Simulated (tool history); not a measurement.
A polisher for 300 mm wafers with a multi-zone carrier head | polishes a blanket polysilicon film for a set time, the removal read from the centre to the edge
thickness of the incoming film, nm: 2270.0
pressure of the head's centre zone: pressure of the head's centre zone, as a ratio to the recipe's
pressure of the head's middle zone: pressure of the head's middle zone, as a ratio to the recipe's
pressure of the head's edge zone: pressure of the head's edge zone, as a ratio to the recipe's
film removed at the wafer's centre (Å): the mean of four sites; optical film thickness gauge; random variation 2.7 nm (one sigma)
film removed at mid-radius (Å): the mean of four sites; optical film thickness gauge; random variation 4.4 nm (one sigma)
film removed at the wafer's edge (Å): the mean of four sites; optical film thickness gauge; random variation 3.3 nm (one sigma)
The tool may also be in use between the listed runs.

| run | day | flow of slurry (ml/min) | pressure of the head's centre zone | pressure of the head's middle zone | pressure of the head's edge zone | polishing time (s) | film removed at the wafer's centre (Å) | film removed at mid-radius (Å) | film removed at the wafer's edge (Å) |
|---|---|---|---|---|---|---|---|---|---|
| 1 | 0 | 225 | 1 | 1 | 1 | 50 | 3207.5 | 3148.4 | 3284.9 |
| 2 | 0.329 | 235 | 0.98 | 1.03 | 1.04 | 52 | 3251.2 | 3338.4 | 3438.8 |
| 3 | 0.454 | 235 | 0.95 | 1.05 | 1.07 | 55 | 3365.5 | 3621.2 | 3727.3 |
| 4 | 0.588 | 265 | 0.95 | 1.05 | 1.07 | 55 | 3361.4 | 3674.3 | 3772.7 |
| 5 | 0.667 | 265 | 0.95 | 1.05 | 1.07 | 44 | 2714.1 | 2988.8 | 3028.2 |
| 6 | 0.696 | 275 | 0.94 | 1.07 | 1.1 | 48 | 2972.1 | 3303.2 | 3344.9 |

Forecast run 7:
| 7 | 1.021 | 285 | 0.93 | 1.08 | 1.12 | 50 | ? | ? | ? |

{"run 7": {"film removed at the wafer's centre (Å)": 3079.8, "film removed at mid-radius (Å)": 3429.2, "film removed at the wafer's edge (Å)": 3565.4}}
